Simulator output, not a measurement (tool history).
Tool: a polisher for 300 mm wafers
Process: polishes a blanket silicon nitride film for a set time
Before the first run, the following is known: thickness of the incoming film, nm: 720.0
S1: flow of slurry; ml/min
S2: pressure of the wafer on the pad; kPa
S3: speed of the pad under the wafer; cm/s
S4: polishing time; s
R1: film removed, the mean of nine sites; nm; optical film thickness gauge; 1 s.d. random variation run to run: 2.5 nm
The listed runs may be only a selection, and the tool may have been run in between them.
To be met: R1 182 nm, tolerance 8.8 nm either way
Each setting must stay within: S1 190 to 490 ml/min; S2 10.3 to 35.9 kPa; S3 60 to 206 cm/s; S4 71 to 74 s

run	hour	S1	S2	S3	S4	R1
1	0	315	22.8	132	71	116.43
2	6.2	315	25.5	134	71	131.11
3	10.5	315	27.6	136	71	140.32
4	11.1	315	29.6	138	71	159.87
5	16.7	315	30.3	138	71	161.74
6	18.7	315	31	138	71	164.05
7	22.5	315	31.7	138	71	164.47
8	27.7	315	32.4	138	71	171.05

Which one of the following 5 next-run settings gets every result inside its allowed miss? There is exactly one.
A	32.9	290	33.1	126	71	?
B	32.9	385	32.4	150	71	?
C	32.9	375	33.1	152	74	?
D	32.9	380	29.6	128	71	?
E	32.9	310	34.5	152	72	?

move	R1
A	161.07
B	185.98
C	199.59
D	150.03
E	198.84
A: further off than the last run
B: in spec on every target
C: takes the biggest miss from the last run beyond its target
D: further off than the last run
E: takes the biggest miss from the last run beyond its target
Answer: B
